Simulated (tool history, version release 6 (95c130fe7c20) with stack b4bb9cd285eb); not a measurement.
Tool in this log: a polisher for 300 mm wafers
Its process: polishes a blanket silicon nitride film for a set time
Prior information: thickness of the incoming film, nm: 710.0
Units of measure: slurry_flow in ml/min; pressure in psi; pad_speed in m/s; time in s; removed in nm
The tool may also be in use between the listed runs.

Run 1, hour 0.0: slurry_flow 255 ml/min, pressure 3.6 psi, pad_speed 1.30 m/s, time 49 s. Result: removed 95.717 nm.
Run 2, hour 8.0: slurry_flow 255 ml/min, pressure 3.7 psi, pad_speed 1.30 m/s, time 49 s. Result: removed 100.040 nm.
Run 3, hour 9.6: slurry_flow 295 ml/min, pressure 3.7 psi, pad_speed 1.30 m/s, time 49 s. Result: removed 104.410 nm.
Run 4, hour 13.3: slurry_flow 300 ml/min, pressure 3.7 psi, pad_speed 1.30 m/s, time 49 s. Result: removed 100.260 nm.
Run 5, hour 14.3: slurry_flow 300 ml/min, pressure 3.8 psi, pad_speed 1.30 m/s, time 49 s. Result: removed 103.120 nm.
Run 6, hour 21.1: slurry_flow 300 ml/min, pressure 3.8 psi, pad_speed 1.30 m/s, time 44 s. Result: removed 93.501 nm.
Run 7, hour 28.4: slurry_flow 300 ml/min, pressure 3.9 psi, pad_speed 1.30 m/s, time 44 s. Result: removed 95.319 nm.

Run 8 has not been measured yet. What should we expect?
Run 8, hour 30.7: slurry_flow 300 ml/min, pressure 4.0 psi, pad_speed 1.30 m/s, time 44 s. Result: removed ?.

Run 8 measured removed 98.623 nm.

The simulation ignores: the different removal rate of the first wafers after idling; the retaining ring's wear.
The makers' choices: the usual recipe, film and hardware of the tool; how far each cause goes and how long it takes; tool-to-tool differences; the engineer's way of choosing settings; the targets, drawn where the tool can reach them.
